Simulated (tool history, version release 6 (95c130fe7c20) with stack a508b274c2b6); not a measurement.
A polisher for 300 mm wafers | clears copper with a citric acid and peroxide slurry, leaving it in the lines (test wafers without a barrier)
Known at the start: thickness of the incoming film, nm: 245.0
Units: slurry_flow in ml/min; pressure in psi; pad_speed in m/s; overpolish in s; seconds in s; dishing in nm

run 1 hour=0 | slurry_flow=310 pressure=2.9 pad_speed=0.88 slurry_solids=1 overpolish=29 | seconds=149.08 dishing=35.716
run 2 hour=7.1 | slurry_flow=310 pressure=2.9 pad_speed=0.88 slurry_solids=1 overpolish=22 | seconds=143.32 dishing=27.928
run 3 hour=14.9 | slurry_flow=310 pressure=2.9 pad_speed=1.04 slurry_solids=1 overpolish=22 | seconds=122.79 dishing=31.982
run 4 hour=16.2 | slurry_flow=310 pressure=2.9 pad_speed=1.22 slurry_solids=1 overpolish=22 | seconds=107.14 dishing=36.388
run 5 hour=25.1 | slurry_flow=310 pressure=2.2 pad_speed=1.22 slurry_solids=1 overpolish=22 | seconds=129.99 dishing=31.133
run 6 hour=25.8 | slurry_flow=310 pressure=2.4 pad_speed=1.22 slurry_solids=1 overpolish=24 | seconds=123.35 dishing=35.74

The next listed run, before its measurement:
run 7 hour=31.9 | slurry_flow=310 pressure=2.6 pad_speed=1.24 slurry_solids=1 overpolish=26 | seconds=? dishing=?

seconds: 111.43 s
dishing: 40.136 nm
